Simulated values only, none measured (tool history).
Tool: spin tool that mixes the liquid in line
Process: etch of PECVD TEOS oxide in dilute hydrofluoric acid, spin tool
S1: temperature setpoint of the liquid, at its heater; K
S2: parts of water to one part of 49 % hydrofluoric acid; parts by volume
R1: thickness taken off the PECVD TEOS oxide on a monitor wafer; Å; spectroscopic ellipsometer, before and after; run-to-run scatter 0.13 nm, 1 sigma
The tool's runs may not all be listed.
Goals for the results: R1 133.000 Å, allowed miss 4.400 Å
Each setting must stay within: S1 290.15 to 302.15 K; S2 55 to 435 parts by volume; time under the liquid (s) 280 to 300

run 1 hour=0.0 | S1=294.15 S2=245 time_under_the_liquid_(s)=280 | R1=80.736
run 2 hour=7.9 | S1=294.65 S2=240 time_under_the_liquid_(s)=280 | R1=83.789
run 3 hour=13.0 | S1=295.15 S2=235 time_under_the_liquid_(s)=280 | R1=86.674
run 4 hour=21.3 | S1=295.65 S2=230 time_under_the_liquid_(s)=280 | R1=91.521
run 5 hour=26.4 | S1=298.15 S2=230 time_under_the_liquid_(s)=280 | R1=100.990
run 6 hour=32.0 | S1=298.15 S2=230 time_under_the_liquid_(s)=280 | R1=100.200
run 7 hour=35.2 | S1=298.65 S2=225 time_under_the_liquid_(s)=280 | R1=105.420
run 8 hour=37.1 | S1=299.15 S2=225 time_under_the_liquid_(s)=280 | R1=106.990
run 9 hour=46.0 | S1=299.65 S2=225 time_under_the_liquid_(s)=280 | R1=109.380
run 10 hour=50.3 | S1=301.15 S2=210 time_under_the_liquid_(s)=280 | R1=127.740
run 11 hour=54.7 | S1=301.65 S2=210 time_under_the_liquid_(s)=280 | R1=125.030

4 next moves are on the table. One of them brings every result within its allowed miss. Which?
run A hour=59.1 | S1=302.15 S2=225 time_under_the_liquid_(s)=285 | R1=?
run B hour=59.1 | S1=300.15 S2=195 time_under_the_liquid_(s)=280 | R1=?
run C hour=59.1 | S1=301.15 S2=215 time_under_the_liquid_(s)=280 | R1=?
run D hour=59.1 | S1=300.15 S2=205 time_under_the_liquid_(s)=280 | R1=?

move=A R1=121.670
move=B R1=133.140
move=C R1=122.250
move=D R1=125.190
A: further off than the last run
B: every result within its allowed miss
C: further off than the last run
D: roughly where the last run was
So the answer is move B, the one that meets all the targets.
